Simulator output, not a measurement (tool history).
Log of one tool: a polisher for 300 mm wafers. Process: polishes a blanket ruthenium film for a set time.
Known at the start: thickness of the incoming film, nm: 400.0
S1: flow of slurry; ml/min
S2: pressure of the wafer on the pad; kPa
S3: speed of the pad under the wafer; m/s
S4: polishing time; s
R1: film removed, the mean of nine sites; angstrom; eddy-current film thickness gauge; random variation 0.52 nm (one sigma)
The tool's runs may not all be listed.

run,hour,S1,S2,S3,S4,R1
1,0,205,13.8,1.12,34,407.45
2,1.8,205,13.8,1.12,30,353.01
3,10.9,205,10.3,1.12,30,273.53
4,19.5,205,10.3,0.92,30,229.54
5,20.8,205,12.4,0.92,30,272.08
6,25.3,205,9.7,0.92,30,211.72
7,28.3,210,13.1,0.92,30,289.47
8,35.3,215,15.2,0.92,30,336.64

Run 9 comes next. What will it give?
9,36.6,215,17.2,0.92,30,?

Run 9 gave R1 372.43 angstrom.

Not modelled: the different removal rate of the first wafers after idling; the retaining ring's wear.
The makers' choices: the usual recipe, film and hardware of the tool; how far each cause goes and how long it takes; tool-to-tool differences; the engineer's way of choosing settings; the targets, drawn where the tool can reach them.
